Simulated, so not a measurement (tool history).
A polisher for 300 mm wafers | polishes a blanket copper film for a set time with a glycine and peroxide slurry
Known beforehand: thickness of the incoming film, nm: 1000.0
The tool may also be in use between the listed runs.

run,hour,flow of slurry (ml/min),pressure of the wafer on the pad (kPa),speed of the pad under the wafer (cm/s),polishing time (s),film removed (nm)
1,0.0,125,21.4,102,71,444.90
2,5.8,125,18.6,102,71,395.81
3,11.0,125,18.6,94,71,370.02
4,18.1,125,18.6,72,71,311.74
5,20.4,95,18.6,72,71,287.39
6,21.0,110,20.0,72,71,316.02
7,27.4,120,21.4,72,71,340.98
8,33.3,130,22.8,72,71,364.62
9,37.3,140,24.1,72,71,385.13

What will run 10 give?
10,42.6,160,30.3,74,71,?

Run 10 gave film removed (nm) 487.59.
